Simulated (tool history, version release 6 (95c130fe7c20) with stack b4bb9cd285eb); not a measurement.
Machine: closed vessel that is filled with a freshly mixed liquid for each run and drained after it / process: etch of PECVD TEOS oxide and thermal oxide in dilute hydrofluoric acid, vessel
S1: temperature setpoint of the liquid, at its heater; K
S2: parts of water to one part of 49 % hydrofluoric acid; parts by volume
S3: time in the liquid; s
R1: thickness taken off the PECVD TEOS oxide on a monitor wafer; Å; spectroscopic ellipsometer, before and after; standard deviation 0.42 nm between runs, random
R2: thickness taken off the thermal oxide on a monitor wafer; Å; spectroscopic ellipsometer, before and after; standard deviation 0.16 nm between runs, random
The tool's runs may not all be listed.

run 1 hour=0 | S1=296.15 S2=110 S3=60 | R1=120.67 R2=23.258
run 2 hour=2.2 | S1=298.65 S2=85 S3=65 | R1=189.63 R2=36.182
run 3 hour=9.3 | S1=302.15 S2=85 S3=65 | R1=221.12 R2=42.819
run 4 hour=17.2 | S1=302.65 S2=65 S3=70 | R1=322.35 R2=63.156
run 5 hour=20.8 | S1=302.65 S2=30 S3=70 | R1=730.72 R2=146.65
run 6 hour=27.5 | S1=302.65 S2=30 S3=85 | R1=906.7 R2=178.06
run 7 hour=33.9 | S1=299.65 S2=35 S3=85 | R1=684.64 R2=131
run 8 hour=41.8 | S1=298.65 S2=35 S3=85 | R1=651.79 R2=126.25
run 9 hour=45.1 | S1=297.65 S2=35 S3=85 | R1=625.51 R2=120.23

For run 10, what comes out?
run 10 hour=48 | S1=297.15 S2=35 S3=85 | R1=? R2=?

Run 10 gave R1 620.18 Å, R2 117.75 Å.
